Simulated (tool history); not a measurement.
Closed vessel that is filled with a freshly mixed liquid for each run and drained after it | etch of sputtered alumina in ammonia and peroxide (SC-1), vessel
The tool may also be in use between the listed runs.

run	hour	temperature setpoint of the liquid (C)	parts of 29 % ammonia solution to one part of 30 % peroxide (parts by volume)	time in the liquid (s)	thickness taken off the sputtered alumina on a monitor wafer (Å)
1	0.0	60.0	0.8	100	128.970
2	3.8	56.0	0.8	100	104.130
3	10.5	53.5	0.8	100	91.853
4	15.1	53.5	0.8	70	63.904
5	18.0	53.0	0.8	70	62.490
6	24.4	53.0	0.9	70	63.200

The next listed run, before its measurement:
7	26.7	53.0	0.9	70	?

Run 7 gave thickness taken off the sputtered alumina on a monitor wafer (Å) 63.279.
